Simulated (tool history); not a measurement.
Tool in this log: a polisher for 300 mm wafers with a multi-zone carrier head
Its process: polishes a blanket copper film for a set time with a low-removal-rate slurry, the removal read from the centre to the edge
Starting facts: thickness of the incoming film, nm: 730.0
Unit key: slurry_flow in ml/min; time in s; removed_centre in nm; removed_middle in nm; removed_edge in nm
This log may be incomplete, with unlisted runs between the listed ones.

Run 1, hour 0: slurry_flow 230 ml/min, centre_zone 1, middle_zone 1, edge_zone 1, slurry_solids 1, time 42 s. Result: removed_centre 172.75 nm, removed_middle 169.44 nm, removed_edge 175.84 nm.
Run 2, hour 4: slurry_flow 230 ml/min, centre_zone 1, middle_zone 1, edge_zone 1, slurry_solids 1, time 48 s. Result: removed_centre 195.79 nm, removed_middle 194.56 nm, removed_edge 194.99 nm.
Run 3, hour 11.6: slurry_flow 230 ml/min, centre_zone 1, middle_zone 1.08, edge_zone 1, slurry_solids 1, time 48 s. Result: removed_centre 201.61 nm, removed_middle 208.84 nm, removed_edge 196.32 nm.
Run 4, hour 16.7: slurry_flow 220 ml/min, centre_zone 0.97, middle_zone 1.05, edge_zone 0.95, slurry_solids 0.85, time 41 s. Result: removed_centre 154.44 nm, removed_middle 166.44 nm, removed_edge 158.95 nm.
Run 5, hour 24.2: slurry_flow 220 ml/min, centre_zone 0.97, middle_zone 1.05, edge_zone 0.95, slurry_solids 0.85, time 35 s. Result: removed_centre 133.66 nm, removed_middle 141.36 nm, removed_edge 135.36 nm.
Run 6, hour 30.1: slurry_flow 220 ml/min, centre_zone 0.96, middle_zone 1.03, edge_zone 0.92, slurry_solids 0.75, time 33 s. Result: removed_centre 123.2 nm, removed_middle 127.74 nm, removed_edge 121.43 nm.
Run 7, hour 38.9: slurry_flow 210 ml/min, centre_zone 0.92, middle_zone 0.99, edge_zone 0.89, slurry_solids 0.7, time 33 s. Result: removed_centre 115.74 nm, removed_middle 120.85 nm, removed_edge 117.51 nm.

Predict the results of run 8:
Run 8, hour 40.2: slurry_flow 180 ml/min, centre_zone 0.84, middle_zone 0.93, edge_zone 0.82, slurry_solids 0.5, time 32 s. Result: removed_centre ?, removed_middle ?, removed_edge ?.

Run 8 yielded removed_centre 93.131 nm, removed_middle 102.14 nm, removed_edge 102.9 nm.
